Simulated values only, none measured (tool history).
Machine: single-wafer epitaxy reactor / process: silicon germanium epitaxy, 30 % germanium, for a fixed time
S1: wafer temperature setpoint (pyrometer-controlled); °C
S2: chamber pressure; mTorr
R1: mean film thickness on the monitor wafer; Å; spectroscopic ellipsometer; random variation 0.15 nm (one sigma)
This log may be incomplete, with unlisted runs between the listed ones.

| run | hour | S1 | S2 | R1 |
|---|---|---|---|---|
| 1 | 0 | 580 | 27400 | 513.72 |
| 2 | 2.4 | 570 | 27400 | 434.88 |
| 3 | 9.1 | 580 | 27400 | 515.48 |
| 4 | 14.6 | 575 | 27300 | 474.18 |
| 5 | 21.5 | 575 | 32100 | 508.53 |
| 6 | 26.6 | 575 | 36500 | 536.08 |
| 7 | 32 | 570 | 36000 | 487.75 |
| 8 | 39.7 | 566 | 35700 | 453.93 |
| 9 | 44.9 | 563 | 35300 | 428.59 |
| 10 | 45.8 | 561 | 35000 | 412.54 |

Run 11 comes next. What will it give?
| 11 | 51.1 | 560 | 34800 | ? |

{"run 11": {"R1": 403.83}}
